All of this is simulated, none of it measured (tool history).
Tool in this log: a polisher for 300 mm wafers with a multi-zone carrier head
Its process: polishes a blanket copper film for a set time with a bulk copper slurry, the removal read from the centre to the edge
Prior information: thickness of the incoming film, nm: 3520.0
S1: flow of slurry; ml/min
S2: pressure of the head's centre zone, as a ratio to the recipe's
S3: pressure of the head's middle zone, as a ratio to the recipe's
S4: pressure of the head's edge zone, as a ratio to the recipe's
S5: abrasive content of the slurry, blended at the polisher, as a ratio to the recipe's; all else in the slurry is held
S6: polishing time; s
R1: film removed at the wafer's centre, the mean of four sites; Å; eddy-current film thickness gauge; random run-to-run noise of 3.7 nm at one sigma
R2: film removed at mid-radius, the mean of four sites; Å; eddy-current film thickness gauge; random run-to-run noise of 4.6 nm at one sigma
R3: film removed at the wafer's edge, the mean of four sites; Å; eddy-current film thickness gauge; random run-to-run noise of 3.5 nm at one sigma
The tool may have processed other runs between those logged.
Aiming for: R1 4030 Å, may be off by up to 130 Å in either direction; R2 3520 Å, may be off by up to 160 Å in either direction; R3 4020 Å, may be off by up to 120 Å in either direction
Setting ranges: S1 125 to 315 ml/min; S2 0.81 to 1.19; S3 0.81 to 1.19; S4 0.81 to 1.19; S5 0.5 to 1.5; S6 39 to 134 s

run,hour,S1,S2,S3,S4,S5,S6,R1,R2,R3
1,0,205,1,1,1,1,86,6027.1,5858.9,5818.9
2,3.4,205,1,1.05,1,1,86,6027.6,6169.4,5769.9
3,5.5,205,1,0.97,1,1,86,6114.3,5936.2,5728.5
4,7.9,195,1,0.95,1.03,0.95,82,5626.8,5191.8,5497.2
5,11.1,195,1,0.95,1.03,0.95,96,6576.7,6096.2,6366
6,20.1,220,1,0.95,1.03,0.95,96,6686.6,6281.8,6559.2
7,21.6,210,0.99,0.93,1.02,0.9,92,6115.1,5940.8,6038.1
8,29.4,200,1,0.91,1.03,0.85,89,6062.4,5443.9,5841.4
9,36.8,200,1,0.91,1.03,0.85,89,6051.2,5526.4,5833.6
10,39.6,155,0.95,0.81,0.98,0.6,65,3784.8,3224.5,3878.9
11,46.6,160,0.95,0.82,0.98,0.6,65,3774.2,3357.7,3811.2

Below are 5 possible settings for the next run. Only one of them brings all results inside the allowed miss of their targets. Which is it?
A,53.6,200,0.91,0.95,0.91,0.65,63,?,?,?
B,53.6,140,0.98,0.87,0.87,0.55,66,?,?,?
C,53.6,215,0.99,0.96,0.9,0.55,66,?,?,?
D,53.6,135,0.97,0.84,0.98,0.6,70,?,?,?
E,53.6,130,0.9,0.88,0.99,0.7,62,?,?,?

move,R1,R2,R3
A,3750.2,3921.9,3669
B,3869.7,3514,3519.9
C,4192.9,4057.1,3735.6
D,4096.1,3654.6,3991.2
E,3435.9,3438.2,3635.2
A: misses by more than the last run did
B: misses by more than the last run did
C: carries the result that was furthest off beyond its target, to the other side
D: all results in spec
E: misses by more than the last run did
D is the move that brings every result within its allowed miss.
